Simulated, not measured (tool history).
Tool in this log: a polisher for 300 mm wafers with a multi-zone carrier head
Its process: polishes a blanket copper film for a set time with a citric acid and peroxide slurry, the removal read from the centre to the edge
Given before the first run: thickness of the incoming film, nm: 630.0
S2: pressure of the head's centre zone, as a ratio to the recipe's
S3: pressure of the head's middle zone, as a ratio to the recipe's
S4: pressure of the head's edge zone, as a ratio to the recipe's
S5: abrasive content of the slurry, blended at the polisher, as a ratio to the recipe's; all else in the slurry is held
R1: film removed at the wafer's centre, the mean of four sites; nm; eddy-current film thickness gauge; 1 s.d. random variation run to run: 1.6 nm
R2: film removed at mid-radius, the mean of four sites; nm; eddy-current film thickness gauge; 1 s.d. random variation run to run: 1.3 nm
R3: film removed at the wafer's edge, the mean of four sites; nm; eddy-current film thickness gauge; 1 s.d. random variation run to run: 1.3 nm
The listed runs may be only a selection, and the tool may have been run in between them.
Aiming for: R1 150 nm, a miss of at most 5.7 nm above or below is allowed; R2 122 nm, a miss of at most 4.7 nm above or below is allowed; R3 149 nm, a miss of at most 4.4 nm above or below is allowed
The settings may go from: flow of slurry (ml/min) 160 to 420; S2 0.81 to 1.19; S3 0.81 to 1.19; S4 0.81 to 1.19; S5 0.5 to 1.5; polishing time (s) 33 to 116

Run 1, day 0: flow of slurry (ml/min) 270, S2 1, S3 1, S4 1, S5 1, polishing time (s) 74. Result: R1 190.78 nm, R2 177.83 nm, R3 190.31 nm.
Run 2, day 0.208: flow of slurry (ml/min) 260, S2 0.99, S3 0.94, S4 0.98, S5 0.85, polishing time (s) 72. Result: R1 178.45 nm, R2 154.31 nm, R3 177.09 nm.
Run 3, day 0.329: flow of slurry (ml/min) 330, S2 0.99, S3 0.94, S4 0.98, S5 0.85, polishing time (s) 72. Result: R1 179.43 nm, R2 162.73 nm, R3 179.58 nm.
Run 4, day 0.421: flow of slurry (ml/min) 315, S2 0.97, S3 0.9, S4 0.94, S5 0.75, polishing time (s) 71. Result: R1 166.11 nm, R2 149.91 nm, R3 167.72 nm.
Run 5, day 0.65: flow of slurry (ml/min) 290, S2 0.97, S3 0.87, S4 0.92, S5 0.65, polishing time (s) 71. Result: R1 162.89 nm, R2 141.43 nm, R3 163.48 nm.
Run 6, day 1: flow of slurry (ml/min) 275, S2 0.97, S3 0.85, S4 0.91, S5 0.6, polishing time (s) 70. Result: R1 155.68 nm, R2 133.58 nm, R3 153.59 nm.
Run 7, day 1.188: flow of slurry (ml/min) 255, S2 0.97, S3 0.84, S4 0.92, S5 0.6, polishing time (s) 70. Result: R1 157.64 nm, R2 130.35 nm, R3 155.15 nm.
Run 8, day 1.454: flow of slurry (ml/min) 245, S2 0.96, S3 0.83, S4 0.91, S5 0.6, polishing time (s) 70. Result: R1 156.8 nm, R2 129.51 nm, R3 155.26 nm.

Next run, 4 choices. One meets every target within its allowed miss, the rest don't. Which?
Run A, day 1.721: flow of slurry (ml/min) 180, S2 0.95, S3 0.88, S4 1.04, S5 0.8, polishing time (s) 67. Result: R1 ?, R2 ?, R3 ?.
Run B, day 1.721: flow of slurry (ml/min) 290, S2 0.84, S3 0.81, S4 0.99, S5 0.7, polishing time (s) 69. Result: R1 ?, R2 ?, R3 ?.
Run C, day 1.721: flow of slurry (ml/min) 235, S2 0.99, S3 0.84, S4 0.97, S5 0.7, polishing time (s) 64. Result: R1 ?, R2 ?, R3 ?.
Run D, day 1.721: flow of slurry (ml/min) 235, S2 0.95, S3 0.87, S4 0.85, S5 0.6, polishing time (s) 72. Result: R1 ?, R2 ?, R3 ?.

move      R1      R2      R3
   A  151.39   133.8  165.26
   B  139.82  129.83  166.14
   C  149.74  122.06  150.76
   D  156.66  136.88  154.44
A: the biggest miss grows against the last run
B: the biggest miss grows against the last run
C: every result lands within tolerance
D: the biggest miss grows against the last run
The right move is C.
